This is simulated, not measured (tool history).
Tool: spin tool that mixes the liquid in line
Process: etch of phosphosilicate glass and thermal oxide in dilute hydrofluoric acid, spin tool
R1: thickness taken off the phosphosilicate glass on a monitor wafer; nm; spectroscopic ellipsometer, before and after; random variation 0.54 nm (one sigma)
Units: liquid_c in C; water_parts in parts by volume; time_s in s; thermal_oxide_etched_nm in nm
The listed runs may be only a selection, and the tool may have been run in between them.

run 1 day=0 | liquid_c=23 water_parts=45 time_s=30 | R1=39.678 thermal_oxide_etched_nm=2.9336
run 2 day=0.083 | liquid_c=25 water_parts=45 time_s=30 | R1=42.086 thermal_oxide_etched_nm=3.1201
run 3 day=0.329 | liquid_c=27 water_parts=45 time_s=30 | R1=47.101 thermal_oxide_etched_nm=3.4529
run 4 day=0.404 | liquid_c=27 water_parts=45 time_s=45 | R1=69.783 thermal_oxide_etched_nm=5.2302
run 5 day=0.75 | liquid_c=29.5 water_parts=45 time_s=45 | R1=77.592 thermal_oxide_etched_nm=5.7018
run 6 day=0.954 | liquid_c=27 water_parts=45 time_s=45 | R1=70.047 thermal_oxide_etched_nm=5.182
run 7 day=0.996 | liquid_c=25 water_parts=45 time_s=45 | R1=65.176 thermal_oxide_etched_nm=4.7583

What does the tool deliver on the next run?
run 8 day=1.05 | liquid_c=24 water_parts=45 time_s=45 | R1=? thermal_oxide_etched_nm=?

{"run 8": {"R1": 61.616, "thermal_oxide_etched_nm": 4.5821}}

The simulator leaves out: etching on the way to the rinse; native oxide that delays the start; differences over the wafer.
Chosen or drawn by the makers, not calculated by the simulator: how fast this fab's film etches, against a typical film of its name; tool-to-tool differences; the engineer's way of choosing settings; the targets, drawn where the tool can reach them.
